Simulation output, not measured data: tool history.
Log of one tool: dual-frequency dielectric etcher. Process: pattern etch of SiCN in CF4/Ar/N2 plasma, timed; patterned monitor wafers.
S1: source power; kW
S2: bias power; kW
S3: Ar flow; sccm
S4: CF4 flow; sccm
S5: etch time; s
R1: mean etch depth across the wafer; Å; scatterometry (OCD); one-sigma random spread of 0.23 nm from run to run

run,hour,S1,S2,S3,S4,S5,R1
1,0.0,0.520,0.052,82,48,59.5,503.68
2,7.6,0.500,0.051,82,48,59.5,476.46
3,11.3,0.500,0.051,82,48,54.5,436.13
4,18.0,0.500,0.051,82,48,54.5,440.60
5,20.2,0.490,0.051,82,48,54.5,433.83
6,24.5,0.490,0.051,82,48,54.5,426.03
7,27.8,0.480,0.051,82,48,54.5,420.09

Predict the results of run 8:
8,32.9,0.380,0.049,83,48,54.5,?

Logged for run 8: R1 318.29 Å.
